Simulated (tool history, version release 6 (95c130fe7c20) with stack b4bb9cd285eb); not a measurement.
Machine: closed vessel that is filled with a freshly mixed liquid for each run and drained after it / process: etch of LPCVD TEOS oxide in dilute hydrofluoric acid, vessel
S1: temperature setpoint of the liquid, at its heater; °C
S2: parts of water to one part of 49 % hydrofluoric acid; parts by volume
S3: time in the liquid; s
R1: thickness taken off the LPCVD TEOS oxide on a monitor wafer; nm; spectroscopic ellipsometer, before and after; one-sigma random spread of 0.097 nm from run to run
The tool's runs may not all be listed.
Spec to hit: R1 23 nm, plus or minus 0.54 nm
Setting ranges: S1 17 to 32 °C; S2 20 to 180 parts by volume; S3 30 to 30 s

| run | hour | S1 | S2 | S3 | R1 |
|---|---|---|---|---|---|
| 1 | 0 | 24 | 100 | 30 | 15.792 |
| 2 | 3.9 | 24 | 100 | 30 | 15.866 |
| 3 | 7.1 | 25.5 | 100 | 30 | 16.771 |
| 4 | 11.2 | 25.5 | 125 | 30 | 13.006 |
| 5 | 14.2 | 27 | 120 | 30 | 14.498 |
| 6 | 19.6 | 28 | 115 | 30 | 15.857 |
| 7 | 28.8 | 29 | 110 | 30 | 17.076 |
| 8 | 38.2 | 29.5 | 105 | 30 | 18.651 |
| 9 | 45.4 | 30 | 100 | 30 | 19.907 |
| 10 | 47.8 | 32 | 90 | 30 | 24.397 |
| 11 | 53.6 | 31.5 | 90 | 30 | 23.893 |

4 candidate next runs follow, results not yet known. Just one meets every target within its allowed miss. Identify it.
| A | 59.4 | 31 | 95 | 30 | ? |
| B | 59.4 | 27 | 80 | 30 | ? |
| C | 59.4 | 30.5 | 95 | 30 | ? |
| D | 59.4 | 29.5 | 90 | 30 | ? |

| move | R1 |
|---|---|
| A | 21.965 |
| B | 22.862 |
| C | 21.558 |
| D | 22.07 |
A: the result that was furthest off in the last run now lies on the other side of its target
B: each result inside its tolerance
C: the result that was furthest off in the last run now lies on the other side of its target
D: the result that was furthest off in the last run now lies on the other side of its target
The move that meets every target is B.
